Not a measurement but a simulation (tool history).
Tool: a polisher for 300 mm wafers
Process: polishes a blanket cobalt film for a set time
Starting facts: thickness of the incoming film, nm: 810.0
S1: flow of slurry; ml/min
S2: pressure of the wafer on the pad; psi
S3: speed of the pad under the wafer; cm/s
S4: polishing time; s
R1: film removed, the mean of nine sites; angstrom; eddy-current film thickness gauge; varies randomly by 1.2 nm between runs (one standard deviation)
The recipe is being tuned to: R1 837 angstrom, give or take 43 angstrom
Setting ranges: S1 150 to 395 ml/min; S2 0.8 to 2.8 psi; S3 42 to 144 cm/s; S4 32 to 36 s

Run 1, hour 0: S1 250 ml/min, S2 1.8 psi, S3 92 cm/s, S4 36 s. Result: R1 1547.5 angstrom.
Run 2, hour 4.4: S1 250 ml/min, S2 1.8 psi, S3 92 cm/s, S4 32 s. Result: R1 1333.8 angstrom.
Run 3, hour 13: S1 250 ml/min, S2 1.6 psi, S3 92 cm/s, S4 32 s. Result: R1 1200.9 angstrom.
Run 4, hour 21.9: S1 250 ml/min, S2 1.9 psi, S3 92 cm/s, S4 32 s. Result: R1 1389.8 angstrom.
Run 5, hour 23.1: S1 250 ml/min, S2 1.7 psi, S3 90 cm/s, S4 32 s. Result: R1 1242 angstrom.
Run 6, hour 31.5: S1 230 ml/min, S2 1.7 psi, S3 90 cm/s, S4 32 s. Result: R1 1245.5 angstrom.
Run 7, hour 36.3: S1 230 ml/min, S2 1.5 psi, S3 90 cm/s, S4 32 s. Result: R1 1130.9 angstrom.
Run 8, hour 39.6: S1 230 ml/min, S2 1.4 psi, S3 90 cm/s, S4 32 s. Result: R1 1056.3 angstrom.
Run 9, hour 42.7: S1 230 ml/min, S2 1.3 psi, S3 90 cm/s, S4 32 s. Result: R1 1012.7 angstrom.
Run 10, hour 47.9: S1 230 ml/min, S2 1.2 psi, S3 90 cm/s, S4 32 s. Result: R1 919.99 angstrom.

Exercise: of the 5 proposed moves below, exactly one satisfies all targets within the stated allowed misses. Which move is it?
Run A, hour 53.1: S1 200 ml/min, S2 1.6 psi, S3 72 cm/s, S4 32 s. Result: R1 ?.
Run B, hour 53.1: S1 295 ml/min, S2 1.3 psi, S3 86 cm/s, S4 32 s. Result: R1 ?.
Run C, hour 53.1: S1 200 ml/min, S2 1.1 psi, S3 92 cm/s, S4 35 s. Result: R1 ?.
Run D, hour 53.1: S1 205 ml/min, S2 1.3 psi, S3 78 cm/s, S4 32 s. Result: R1 ?.
Run E, hour 53.1: S1 220 ml/min, S2 1.1 psi, S3 96 cm/s, S4 32 s. Result: R1 ?.

move      R1
   A  952.95
   B  989.86
   C  963.43
   D  865.08
   E  929.34
A: its largest miss is bigger than the last run's
B: its largest miss is bigger than the last run's
C: its largest miss is bigger than the last run's
D: all results in spec
E: its largest miss is bigger than the last run's
Correct choice: D, which meets every target
